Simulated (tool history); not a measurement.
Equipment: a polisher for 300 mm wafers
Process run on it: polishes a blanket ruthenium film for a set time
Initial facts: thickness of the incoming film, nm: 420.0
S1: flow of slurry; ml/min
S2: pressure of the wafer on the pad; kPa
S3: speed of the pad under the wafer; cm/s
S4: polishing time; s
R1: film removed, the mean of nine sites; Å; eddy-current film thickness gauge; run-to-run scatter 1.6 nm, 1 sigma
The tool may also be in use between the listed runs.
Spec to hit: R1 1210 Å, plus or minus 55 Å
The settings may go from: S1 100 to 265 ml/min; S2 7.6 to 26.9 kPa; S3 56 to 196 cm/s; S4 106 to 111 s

run,hour,S1,S2,S3,S4,R1
1,0,170,17.2,126,106,1511
2,8.5,170,16.5,126,106,1474.9
3,15.4,170,18.6,126,106,1660.2
4,22.6,170,15.9,126,106,1442
5,27.9,170,18.6,126,106,1608.3
6,34.2,190,18.6,126,106,1691.3
7,40.4,180,17.2,126,106,1526.2
8,43.9,180,17.2,126,106,1537.2
9,48.1,180,16.5,126,106,1440.6

Below are 4 possible settings for the next run. Only one of them brings all results inside the allowed miss of their targets. Which is it?
A,52.3,160,18.6,124,109,?
B,52.3,150,19.3,92,106,?
C,52.3,130,13.8,112,106,?
D,52.3,140,22.1,116,111,?

move,R1
A,1635.3
B,1217.9
C,1054.8
D,1777.9
A: lands further from the targets than the last run did
B: in spec on every target
C: moves the result that the last run missed by most past its target, out the other side
D: lands further from the targets than the last run did
So the answer is move B, the one that meets all the targets.
